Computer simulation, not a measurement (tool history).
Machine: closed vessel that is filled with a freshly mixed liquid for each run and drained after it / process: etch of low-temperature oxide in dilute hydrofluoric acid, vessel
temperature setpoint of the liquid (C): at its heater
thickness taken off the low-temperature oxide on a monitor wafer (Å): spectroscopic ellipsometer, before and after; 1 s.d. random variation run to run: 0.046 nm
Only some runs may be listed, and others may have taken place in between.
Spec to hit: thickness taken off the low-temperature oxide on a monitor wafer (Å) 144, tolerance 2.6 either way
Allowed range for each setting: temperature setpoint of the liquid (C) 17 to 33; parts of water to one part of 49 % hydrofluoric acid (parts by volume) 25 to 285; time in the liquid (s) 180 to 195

run  hour  temperature setpoint of the liquid (C)  parts of water to one part of 49 % hydrofluoric acid (parts by volume)  time in the liquid (s)  thickness taken off the low-temperature oxide on a monitor wafer (Å)
  1     0                                      25                                                                     155                     180                                                                312.35
  2     3                                      24                                                                     165                     180                                                                277.61
  3  11.5                                      24                                                                     135                     180                                                                354.15
  4    16                                      24                                                                     135                     195                                                                383.27
  5  21.6                                    25.5                                                                     135                     195                                                                405.87
  6  29.2                                    24.5                                                                     150                     195                                                                347.74
  7  35.1                                    23.5                                                                     160                     195                                                                307.24
  8  39.9                                    23.5                                                                     160                     195                                                                308.62
  9  48.1                                    22.5                                                                     170                     195                                                                 276.3
 10  53.2                                    18.5                                                                     235                     195                                                                160.31
 11  57.5                                    17.5                                                                     240                     195                                                                149.99
 12  65.3                                      17                                                                     240                     195                                                                147.56

Below are 4 possible settings for the next run. Only one of them brings all results inside the allowed miss of their targets. Which is it?
  A  73.1                                      17                                                                     235                     195                                                                     ?
  B  73.1                                      18                                                                     235                     185                                                                     ?
  C  73.1                                      17                                                                     240                     190                                                                     ?
  D  73.1                                      17                                                                     230                     190                                                                     ?

move  thickness taken off the low-temperature oxide on a monitor wafer (Å)
   A                                                                151.64
   B                                                                149.58
   C                                                                144.04
   D                                                                151.63
A: further off than the last run
B: further off than the last run
C: every result within its allowed miss
D: further off than the last run
So the answer is move C, the one that meets all the targets.

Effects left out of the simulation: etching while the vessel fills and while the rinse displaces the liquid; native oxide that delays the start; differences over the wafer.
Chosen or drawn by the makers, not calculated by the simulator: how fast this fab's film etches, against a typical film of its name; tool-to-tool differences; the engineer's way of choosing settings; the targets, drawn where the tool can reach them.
